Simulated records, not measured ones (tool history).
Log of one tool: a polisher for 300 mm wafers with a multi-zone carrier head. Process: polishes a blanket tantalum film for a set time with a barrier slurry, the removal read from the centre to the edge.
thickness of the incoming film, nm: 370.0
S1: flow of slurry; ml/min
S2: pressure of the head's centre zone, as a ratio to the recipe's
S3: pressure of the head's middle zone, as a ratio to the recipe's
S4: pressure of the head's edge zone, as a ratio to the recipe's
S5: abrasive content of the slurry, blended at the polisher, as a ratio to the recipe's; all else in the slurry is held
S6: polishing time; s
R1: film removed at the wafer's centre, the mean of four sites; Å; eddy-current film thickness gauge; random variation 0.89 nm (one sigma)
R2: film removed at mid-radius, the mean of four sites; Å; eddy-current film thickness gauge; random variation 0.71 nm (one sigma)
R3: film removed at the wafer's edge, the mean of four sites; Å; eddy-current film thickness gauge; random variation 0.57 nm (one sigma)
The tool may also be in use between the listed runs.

| run | hour | S1 | S2 | S3 | S4 | S5 | S6 | R1 | R2 | R3 |
|---|---|---|---|---|---|---|---|---|---|---|
| 1 | 0 | 235 | 1 | 1 | 1 | 1 | 41 | 631.3 | 667.62 | 655.36 |
| 2 | 8.8 | 235 | 1 | 1 | 1 | 0.85 | 41 | 636.09 | 616.2 | 632.08 |
| 3 | 17.4 | 235 | 1 | 0.96 | 1 | 0.85 | 41 | 626.32 | 603.92 | 629.82 |
| 4 | 25.7 | 235 | 1 | 0.96 | 1 | 0.85 | 32 | 484.34 | 460.11 | 497.32 |
| 5 | 34.2 | 240 | 1.03 | 0.95 | 1.02 | 0.85 | 32 | 502.2 | 472.7 | 493.23 |
| 6 | 39.6 | 230 | 1.03 | 0.92 | 1.01 | 0.8 | 34 | 527.37 | 474.31 | 522.02 |
| 7 | 45.4 | 225 | 1.05 | 0.9 | 1.01 | 0.8 | 34 | 543.42 | 465.91 | 521.98 |
| 8 | 46.5 | 220 | 1.06 | 0.89 | 1.01 | 0.8 | 34 | 563.24 | 441.61 | 515.99 |
| 9 | 48.6 | 220 | 1.06 | 0.89 | 1.02 | 0.85 | 34 | 558.33 | 455.97 | 524.31 |
| 10 | 54.4 | 220 | 1.06 | 0.89 | 1.03 | 0.9 | 34 | 546.98 | 462.45 | 528.33 |

Run 11 comes next. What will it give?
| 11 | 58.5 | 220 | 1.07 | 0.88 | 1.03 | 0.9 | 34 | ? | ? | ? |

{"run 11": {"R1": 567.65, "R2": 463.94, "R3": 538.4}}
